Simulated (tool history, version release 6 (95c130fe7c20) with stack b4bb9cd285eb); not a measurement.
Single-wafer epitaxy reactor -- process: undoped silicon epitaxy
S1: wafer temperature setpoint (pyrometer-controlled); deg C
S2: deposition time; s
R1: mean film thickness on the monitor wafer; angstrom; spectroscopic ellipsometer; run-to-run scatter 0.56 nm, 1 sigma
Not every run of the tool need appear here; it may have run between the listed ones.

{"run": 1, "hour": 0.0, "S1": 640, "S2": 447, "R1": 609.24}
{"run": 2, "hour": 4.7, "S1": 645, "S2": 448, "R1": 675.13}
{"run": 3, "hour": 8.9, "S1": 639, "S2": 448, "R1": 597.93}
{"run": 4, "hour": 13.1, "S1": 639, "S2": 393, "R1": 522.96}
{"run": 5, "hour": 15.9, "S1": 645, "S2": 405, "R1": 605.88}
{"run": 6, "hour": 17.8, "S1": 645, "S2": 372, "R1": 564.67}

Run 7 comes next. What will it give?
{"run": 7, "hour": 22.8, "S1": 650, "S2": 390, "R1": "?"}

{"run 7": {"R1": 652.13}}

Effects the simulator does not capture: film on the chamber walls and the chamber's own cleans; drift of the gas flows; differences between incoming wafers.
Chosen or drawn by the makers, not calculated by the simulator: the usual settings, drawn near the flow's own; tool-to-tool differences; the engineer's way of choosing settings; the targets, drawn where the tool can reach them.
